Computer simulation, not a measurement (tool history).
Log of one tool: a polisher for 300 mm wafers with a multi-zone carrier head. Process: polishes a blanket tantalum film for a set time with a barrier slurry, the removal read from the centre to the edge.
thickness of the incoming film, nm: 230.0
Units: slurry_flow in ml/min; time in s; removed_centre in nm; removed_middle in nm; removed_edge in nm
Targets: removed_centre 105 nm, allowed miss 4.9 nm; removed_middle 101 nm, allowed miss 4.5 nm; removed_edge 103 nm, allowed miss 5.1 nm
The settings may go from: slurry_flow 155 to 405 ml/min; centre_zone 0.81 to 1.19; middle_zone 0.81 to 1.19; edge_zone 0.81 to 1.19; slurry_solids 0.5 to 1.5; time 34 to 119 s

| run | hour | slurry_flow | centre_zone | middle_zone | edge_zone | slurry_solids | time | removed_centre | removed_middle | removed_edge |
|---|---|---|---|---|---|---|---|---|---|---|
| 1 | 0 | 260 | 1 | 1 | 1 | 1 | 76 | 75.221 | 76.866 | 75.53 |
| 2 | 0.9 | 260 | 1 | 1 | 0.96 | 1 | 76 | 73.251 | 74.752 | 75.547 |
| 3 | 5.4 | 260 | 1.07 | 1 | 0.96 | 1 | 76 | 80.979 | 77.668 | 74.87 |
| 4 | 11.1 | 260 | 1.06 | 0.99 | 0.97 | 1.1 | 79 | 86.498 | 80.99 | 79.545 |
| 5 | 13.9 | 260 | 1.06 | 0.99 | 0.97 | 1.1 | 94 | 101.47 | 98.279 | 96.009 |
| 6 | 22 | 260 | 1.06 | 0.99 | 0.97 | 0.9 | 94 | 97.053 | 90.345 | 90.153 |
| 7 | 23.7 | 260 | 1.05 | 0.98 | 0.98 | 0.95 | 95 | 95.585 | 92.477 | 92.668 |
| 8 | 26.1 | 270 | 1.11 | 0.99 | 1.06 | 1.15 | 97 | 110.18 | 102.19 | 106.53 |

4 next moves are on the table. One of them brings every result within its allowed miss. Which?
| A | 28.5 | 290 | 1.15 | 1 | 1.04 | 1.2 | 94 | ? | ? | ? |
| B | 28.5 | 275 | 1.16 | 0.99 | 1.01 | 1.15 | 98 | ? | ? | ? |
| C | 28.5 | 260 | 1.13 | 0.96 | 1.02 | 1.05 | 102 | ? | ? | ? |
| D | 28.5 | 305 | 1.06 | 1.02 | 1.07 | 1.15 | 95 | ? | ? | ? |

| move | removed_centre | removed_middle | removed_edge |
|---|---|---|---|
| A | 113.81 | 100.21 | 105.42 |
| B | 117.81 | 102.18 | 106.82 |
| C | 115.85 | 101.14 | 108.6 |
| D | 105.24 | 101.94 | 107.15 |
A: further off than the last run
B: further off than the last run
C: further off than the last run
D: meets every target
Move D is the one to make.
